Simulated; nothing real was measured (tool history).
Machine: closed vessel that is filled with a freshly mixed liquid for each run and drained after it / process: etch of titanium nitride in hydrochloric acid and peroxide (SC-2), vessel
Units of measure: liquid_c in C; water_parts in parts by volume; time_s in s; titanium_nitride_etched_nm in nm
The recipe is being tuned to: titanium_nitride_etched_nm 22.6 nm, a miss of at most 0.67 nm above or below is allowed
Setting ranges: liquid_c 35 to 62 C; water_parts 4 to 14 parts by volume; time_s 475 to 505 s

{"run": 1, "hour": 0.0, "liquid_c": 46, "water_parts": 7.5, "time_s": 475, "titanium_nitride_etched_nm": 15.704}
{"run": 2, "hour": 3.8, "liquid_c": 46, "water_parts": 9.5, "time_s": 475, "titanium_nitride_etched_nm": 12.867}
{"run": 3, "hour": 6.7, "liquid_c": 46, "water_parts": 10.5, "time_s": 475, "titanium_nitride_etched_nm": 11.878}
{"run": 4, "hour": 15.0, "liquid_c": 46, "water_parts": 10.5, "time_s": 475, "titanium_nitride_etched_nm": 11.838}
{"run": 5, "hour": 16.8, "liquid_c": 47.5, "water_parts": 10.5, "time_s": 475, "titanium_nitride_etched_nm": 13.076}
{"run": 6, "hour": 24.0, "liquid_c": 47.5, "water_parts": 10.5, "time_s": 505, "titanium_nitride_etched_nm": 13.871}
{"run": 7, "hour": 32.9, "liquid_c": 49, "water_parts": 10.5, "time_s": 505, "titanium_nitride_etched_nm": 15.282}
{"run": 8, "hour": 41.1, "liquid_c": 49, "water_parts": 10.5, "time_s": 505, "titanium_nitride_etched_nm": 15.692}
{"hour": 49.1, "done": "thermometer replaced"}
{"run": 9, "hour": 49.1, "liquid_c": 55.5, "water_parts": 10.5, "time_s": 505, "titanium_nitride_etched_nm": 20.88}
{"run": 10, "hour": 52.9, "liquid_c": 56, "water_parts": 10.5, "time_s": 505, "titanium_nitride_etched_nm": 21.426}

Which single option among these 4 for the next run brings every result within its allowed miss of target? Just one does.
{"run": "A", "hour": 56.7, "liquid_c": 52, "water_parts": 8.5, "time_s": 500, "titanium_nitride_etched_nm": "?"}
{"run": "B", "hour": 56.7, "liquid_c": 54, "water_parts": 8.5, "time_s": 475, "titanium_nitride_etched_nm": "?"}
{"run": "C", "hour": 56.7, "liquid_c": 57, "water_parts": 10, "time_s": 475, "titanium_nitride_etched_nm": "?"}
{"run": "D", "hour": 56.7, "liquid_c": 60, "water_parts": 14, "time_s": 475, "titanium_nitride_etched_nm": "?"}

move=A titanium_nitride_etched_nm=20.115
move=B titanium_nitride_etched_nm=21.782
move=C titanium_nitride_etched_nm=23.126
move=D titanium_nitride_etched_nm=20.972
A: misses by more than the last run did
B: gains on the last run, yet a result remains outside its allowed miss
C: each result inside its tolerance
D: misses by more than the last run did
So the answer is move C, the one that meets all the targets.
